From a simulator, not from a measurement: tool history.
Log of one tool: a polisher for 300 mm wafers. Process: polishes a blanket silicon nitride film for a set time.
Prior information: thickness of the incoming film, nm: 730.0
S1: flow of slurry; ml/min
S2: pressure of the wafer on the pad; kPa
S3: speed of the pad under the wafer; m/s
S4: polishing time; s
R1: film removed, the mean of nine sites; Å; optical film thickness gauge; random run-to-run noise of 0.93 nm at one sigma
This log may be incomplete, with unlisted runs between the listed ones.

{"run": 1, "hour": 0.0, "S1": 185, "S2": 18.6, "S3": 1.26, "S4": 58, "R1": 977.22}
{"run": 2, "hour": 9.0, "S1": 190, "S2": 19.3, "S3": 1.26, "S4": 58, "R1": 1019}
{"run": 3, "hour": 9.8, "S1": 195, "S2": 20, "S3": 1.26, "S4": 58, "R1": 1048.9}
{"run": 4, "hour": 12.2, "S1": 195, "S2": 20.7, "S3": 1.26, "S4": 58, "R1": 1091.9}
{"run": 5, "hour": 18.1, "S1": 195, "S2": 20.7, "S3": 1.26, "S4": 52, "R1": 962.65}
{"run": 6, "hour": 22.6, "S1": 195, "S2": 18.6, "S3": 1.26, "S4": 52, "R1": 883.47}
{"run": 7, "hour": 26.2, "S1": 195, "S2": 19.3, "S3": 1.26, "S4": 52, "R1": 906.48}
{"hour": 34.4, "done": "slurry nozzle cleaned"}
{"run": 8, "hour": 34.4, "S1": 195, "S2": 20, "S3": 1.26, "S4": 52, "R1": 990.74}

Predict the results of run 9:
{"run": 9, "hour": 38.0, "S1": 195, "S2": 20.7, "S3": 1.26, "S4": 52, "R1": "?"}

{"run 9": {"R1": 1014.2}}
